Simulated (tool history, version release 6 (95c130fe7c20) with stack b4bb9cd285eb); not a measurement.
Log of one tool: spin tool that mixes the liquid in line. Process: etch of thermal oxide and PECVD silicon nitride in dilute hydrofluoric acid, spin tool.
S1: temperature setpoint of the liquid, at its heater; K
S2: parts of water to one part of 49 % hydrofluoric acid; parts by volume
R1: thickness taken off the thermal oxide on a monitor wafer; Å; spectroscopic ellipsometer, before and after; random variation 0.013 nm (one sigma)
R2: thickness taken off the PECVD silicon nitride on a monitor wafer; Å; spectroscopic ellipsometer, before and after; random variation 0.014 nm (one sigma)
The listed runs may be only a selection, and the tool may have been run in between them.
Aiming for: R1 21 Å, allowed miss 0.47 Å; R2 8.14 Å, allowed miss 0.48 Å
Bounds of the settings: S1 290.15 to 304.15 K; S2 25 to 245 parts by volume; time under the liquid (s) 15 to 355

Run 1, hour 0: S1 296.15 K, S2 135 parts by volume, time under the liquid (s) 180. Result: R1 66.047 Å, R2 21.897 Å.
Run 2, hour 1.8: S1 296.15 K, S2 110 parts by volume, time under the liquid (s) 180. Result: R1 83.648 Å, R2 27.076 Å.
Run 3, hour 9.2: S1 296.15 K, S2 140 parts by volume, time under the liquid (s) 175. Result: R1 61.082 Å, R2 20.767 Å.
Run 4, hour 12.3: S1 296.15 K, S2 140 parts by volume, time under the liquid (s) 255. Result: R1 89.287 Å, R2 30.486 Å.
Run 5, hour 17.5: S1 296.15 K, S2 180 parts by volume, time under the liquid (s) 255. Result: R1 66.006 Å, R2 24.12 Å.
Run 6, hour 21: S1 292.65 K, S2 180 parts by volume, time under the liquid (s) 255. Result: R1 58.039 Å, R2 18.024 Å.
Run 7, hour 22.8: S1 293.15 K, S2 195 parts by volume, time under the liquid (s) 230. Result: R1 48.814 Å, R2 16.364 Å.
Run 8, hour 28.4: S1 293.15 K, S2 205 parts by volume, time under the liquid (s) 205. Result: R1 40.711 Å, R2 14.074 Å.
Run 9, hour 31: S1 293.15 K, S2 215 parts by volume, time under the liquid (s) 185. Result: R1 34.817 Å, R2 12.071 Å.
Run 10, hour 33.6: S1 293.65 K, S2 220 parts by volume, time under the liquid (s) 170. Result: R1 31.456 Å, R2 11.104 Å.
Run 11, hour 42.3: S1 294.15 K, S2 225 parts by volume, time under the liquid (s) 155. Result: R1 28.52 Å, R2 10.357 Å.
Run 12, hour 43.5: S1 294.15 K, S2 230 parts by volume, time under the liquid (s) 145. Result: R1 26.072 Å, R2 9.5319 Å.
Run 13, hour 49.8: S1 294.15 K, S2 235 parts by volume, time under the liquid (s) 140. Result: R1 24.499 Å, R2 8.6318 Å.
Run 14, hour 51.9: S1 294.65 K, S2 235 parts by volume, time under the liquid (s) 130. Result: R1 23.336 Å, R2 8.3655 Å.
Run 15, hour 53.7: S1 295.15 K, S2 235 parts by volume, time under the liquid (s) 125. Result: R1 22.979 Å, R2 8.4625 Å.
Run 16, hour 58.8: S1 295.65 K, S2 235 parts by volume, time under the liquid (s) 125. Result: R1 23.084 Å, R2 8.6773 Å.
Run 17, hour 67.8: S1 295.65 K, S2 235 parts by volume, time under the liquid (s) 125. Result: R1 22.993 Å, R2 8.9044 Å.
Run 18, hour 72.9: S1 295.65 K, S2 240 parts by volume, time under the liquid (s) 125. Result: R1 22.454 Å, R2 8.5161 Å.

Exercise: of the 4 proposed moves below, exactly one satisfies all targets within the stated allowed misses. Which move is it?
Run A, hour 78: S1 298.15 K, S2 245 parts by volume, time under the liquid (s) 105. Result: R1 ?, R2 ?.
Run B, hour 78: S1 300.65 K, S2 245 parts by volume, time under the liquid (s) 100. Result: R1 ?, R2 ?.
Run C, hour 78: S1 294.65 K, S2 245 parts by volume, time under the liquid (s) 130. Result: R1 ?, R2 ?.
Run D, hour 78: S1 297.15 K, S2 230 parts by volume, time under the liquid (s) 105. Result: R1 ?, R2 ?.

move      R1      R2
   A   20.05  8.3062
   B  20.839  9.2107
   C  21.867   8.259
   D   20.93  8.3118
A: takes the biggest miss from the last run beyond its target
B: gets the furthest-off result to its target, but another result is out of tolerance
C: better than the last run, though not everything is in spec
D: in spec on every target
D is the move that brings every result within its allowed miss.
